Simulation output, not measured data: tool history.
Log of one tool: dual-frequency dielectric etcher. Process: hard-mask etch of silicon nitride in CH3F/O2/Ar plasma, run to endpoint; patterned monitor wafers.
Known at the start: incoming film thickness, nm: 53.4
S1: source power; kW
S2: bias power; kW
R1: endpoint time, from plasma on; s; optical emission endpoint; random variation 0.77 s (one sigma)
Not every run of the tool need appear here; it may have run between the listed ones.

{"run": 1, "hour": 0.0, "S1": 0.47, "S2": 0.057, "R1": 71.247}
{"run": 2, "hour": 2.3, "S1": 0.47, "S2": 0.06, "R1": 69.932}
{"run": 3, "hour": 3.4, "S1": 0.47, "S2": 0.069, "R1": 66.062}
{"run": 4, "hour": 8.4, "S1": 0.4, "S2": 0.069, "R1": 71.16}
{"run": 5, "hour": 16.2, "S1": 0.37, "S2": 0.064, "R1": 76.25}
{"run": 6, "hour": 18.0, "S1": 0.37, "S2": 0.069, "R1": 72.816}
{"run": 7, "hour": 23.8, "S1": 0.35, "S2": 0.064, "R1": 78.409}
{"run": 8, "hour": 28.0, "S1": 0.33, "S2": 0.062, "R1": 80.863}
{"run": 9, "hour": 30.9, "S1": 0.32, "S2": 0.06, "R1": 84.079}

Estimate the outcome of run 10 from the log above:
{"run": 10, "hour": 34.2, "S1": 0.31, "S2": 0.059, "R1": "?"}

R1: 85.675 s

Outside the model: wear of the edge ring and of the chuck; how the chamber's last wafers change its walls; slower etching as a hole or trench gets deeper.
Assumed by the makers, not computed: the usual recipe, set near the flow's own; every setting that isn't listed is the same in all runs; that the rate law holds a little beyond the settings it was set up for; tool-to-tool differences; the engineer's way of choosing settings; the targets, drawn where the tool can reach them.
